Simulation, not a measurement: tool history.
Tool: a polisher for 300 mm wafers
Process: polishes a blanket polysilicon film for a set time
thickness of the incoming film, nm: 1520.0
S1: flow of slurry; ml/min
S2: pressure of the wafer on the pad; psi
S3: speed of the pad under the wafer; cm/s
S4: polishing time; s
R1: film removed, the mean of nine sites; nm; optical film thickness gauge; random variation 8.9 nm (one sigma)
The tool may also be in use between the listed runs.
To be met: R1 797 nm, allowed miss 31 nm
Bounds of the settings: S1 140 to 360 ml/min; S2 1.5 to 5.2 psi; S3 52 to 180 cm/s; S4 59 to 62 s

run	hour	S1	S2	S3	S4	R1
1	0	230	3.3	116	59	543.4
2	3	230	3.6	116	59	587.85
3	10.7	230	3.6	132	59	665.61
4	18.4	185	3.6	132	59	646.32
5	21.4	140	3.6	132	59	614.81
# hour 25.6: worn pad replaced by a new one
6	25.6	155	3.7	132	59	708.15
7	27.3	155	3.8	132	59	713.89
8	33.9	155	3.9	132	59	719.58
9	38.3	155	4	132	59	748.39
10	44.9	155	4.1	132	59	758.75

Which of these 5 next moves meets every target?
A	51.5	145	4.3	118	59	?
B	51.5	150	4.5	116	59	?
C	51.5	220	4.7	102	62	?
D	51.5	275	4.8	90	59	?
E	51.5	140	4.4	108	62	?

move	R1
A	725.89
B	752.81
C	786.85
D	711.09
E	722.79
A: further off than the last run
B: further off than the last run
C: meets every target
D: further off than the last run
E: further off than the last run
Answer: C

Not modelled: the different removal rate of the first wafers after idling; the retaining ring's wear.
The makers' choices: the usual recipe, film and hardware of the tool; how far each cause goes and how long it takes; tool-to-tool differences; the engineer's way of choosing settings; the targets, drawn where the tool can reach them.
